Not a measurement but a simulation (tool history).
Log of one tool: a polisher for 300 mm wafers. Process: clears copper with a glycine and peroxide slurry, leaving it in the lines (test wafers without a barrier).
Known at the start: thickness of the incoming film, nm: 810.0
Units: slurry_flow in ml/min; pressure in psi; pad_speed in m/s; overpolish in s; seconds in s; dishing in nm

Run 1, day 0.000: slurry_flow 150 ml/min, pressure 3.2 psi, pad_speed 1.12 m/s, overpolish 17 s. Result: seconds 130.77 s, dishing 57.222 nm.
Run 2, day 0.192: slurry_flow 150 ml/min, pressure 2.7 psi, pad_speed 1.12 m/s, overpolish 17 s. Result: seconds 146.45 s, dishing 49.952 nm.
Run 3, day 0.300: slurry_flow 150 ml/min, pressure 2.2 psi, pad_speed 1.12 m/s, overpolish 17 s. Result: seconds 173.54 s, dishing 45.974 nm.
Run 4, day 0.517: slurry_flow 150 ml/min, pressure 1.6 psi, pad_speed 1.12 m/s, overpolish 17 s. Result: seconds 206.64 s, dishing 40.889 nm.
Run 5, day 0.642: slurry_flow 135 ml/min, pressure 1.6 psi, pad_speed 1.12 m/s, overpolish 17 s. Result: seconds 217.09 s, dishing 38.628 nm.
Run 6, day 0.738: slurry_flow 140 ml/min, pressure 1.6 psi, pad_speed 1.12 m/s, overpolish 15 s. Result: seconds 219.86 s, dishing 35.598 nm.
Run 7, day 1.033: slurry_flow 145 ml/min, pressure 1.7 psi, pad_speed 1.12 m/s, overpolish 14 s. Result: seconds 208.67 s, dishing 35.007 nm.
Run 8, day 1.325: slurry_flow 150 ml/min, pressure 1.7 psi, pad_speed 1.12 m/s, overpolish 13 s. Result: seconds 207.15 s, dishing 34.430 nm.

The next listed run, before its measurement:
Run 9, day 1.454: slurry_flow 155 ml/min, pressure 1.7 psi, pad_speed 1.12 m/s, overpolish 12 s. Result: seconds ?, dishing ?.

seconds: 205.76 s
dishing: 32.232 nm

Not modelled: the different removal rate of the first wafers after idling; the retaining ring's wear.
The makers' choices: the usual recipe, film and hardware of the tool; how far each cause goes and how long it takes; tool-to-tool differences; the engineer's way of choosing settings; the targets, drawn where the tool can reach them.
